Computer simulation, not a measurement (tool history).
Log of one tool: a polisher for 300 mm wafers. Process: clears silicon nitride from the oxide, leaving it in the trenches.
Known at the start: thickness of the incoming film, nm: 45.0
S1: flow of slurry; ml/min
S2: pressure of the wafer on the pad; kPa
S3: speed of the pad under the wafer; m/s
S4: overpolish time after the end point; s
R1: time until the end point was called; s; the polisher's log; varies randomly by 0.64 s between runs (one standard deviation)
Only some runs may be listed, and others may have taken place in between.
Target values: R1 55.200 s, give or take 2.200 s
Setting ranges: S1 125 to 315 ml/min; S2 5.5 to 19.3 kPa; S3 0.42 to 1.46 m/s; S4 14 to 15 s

{"run": 1, "hour": 0.0, "S1": 205, "S2": 12.4, "S3": 0.94, "S4": 14, "R1": 83.287}
{"run": 2, "hour": 4.2, "S1": 205, "S2": 13.8, "S3": 0.94, "S4": 14, "R1": 75.819}
{"run": 3, "hour": 10.1, "S1": 205, "S2": 11.0, "S3": 0.94, "S4": 14, "R1": 90.807}
{"run": 4, "hour": 17.6, "S1": 205, "S2": 11.0, "S3": 1.16, "S4": 14, "R1": 77.24}
{"run": 5, "hour": 25.3, "S1": 155, "S2": 11.0, "S3": 1.16, "S4": 14, "R1": 80.224}
{"run": 6, "hour": 33.7, "S1": 155, "S2": 11.0, "S3": 1.16, "S4": 14, "R1": 80.462}
{"run": 7, "hour": 39.2, "S1": 165, "S2": 12.4, "S3": 1.16, "S4": 14, "R1": 72.412}
{"run": 8, "hour": 44.5, "S1": 175, "S2": 13.1, "S3": 1.16, "S4": 14, "R1": 68.775}
{"run": 9, "hour": 48.0, "S1": 180, "S2": 13.8, "S3": 1.16, "S4": 14, "R1": 65.202}
{"run": 10, "hour": 52.6, "S1": 185, "S2": 14.5, "S3": 1.16, "S4": 14, "R1": 64.683}
{"run": 11, "hour": 61.6, "S1": 185, "S2": 15.2, "S3": 1.16, "S4": 14, "R1": 59.287}
{"run": 12, "hour": 69.1, "S1": 190, "S2": 15.2, "S3": 1.16, "S4": 14, "R1": 60.333}
{"run": 13, "hour": 77.8, "S1": 190, "S2": 15.9, "S3": 1.16, "S4": 14, "R1": 58.745}

Exercise: of the 4 proposed moves below, exactly one satisfies all targets within the stated allowed misses. Which move is it?
{"run": "A", "hour": 86.5, "S1": 175, "S2": 13.8, "S3": 1.26, "S4": 15, "R1": "?"}
{"run": "B", "hour": 86.5, "S1": 200, "S2": 16.5, "S3": 1.3, "S4": 14, "R1": "?"}
{"run": "C", "hour": 86.5, "S1": 190, "S2": 15.9, "S3": 1.08, "S4": 14, "R1": "?"}
{"run": "D", "hour": 86.5, "S1": 205, "S2": 18.6, "S3": 1.06, "S4": 14, "R1": "?"}

move=A R1=61.618
move=B R1=50.798
move=C R1=61.796
move=D R1=54.354
A: misses by more than the last run did
B: takes the result that was furthest off past its target
C: misses by more than the last run did
D: every result within its allowed miss
D meets every target.

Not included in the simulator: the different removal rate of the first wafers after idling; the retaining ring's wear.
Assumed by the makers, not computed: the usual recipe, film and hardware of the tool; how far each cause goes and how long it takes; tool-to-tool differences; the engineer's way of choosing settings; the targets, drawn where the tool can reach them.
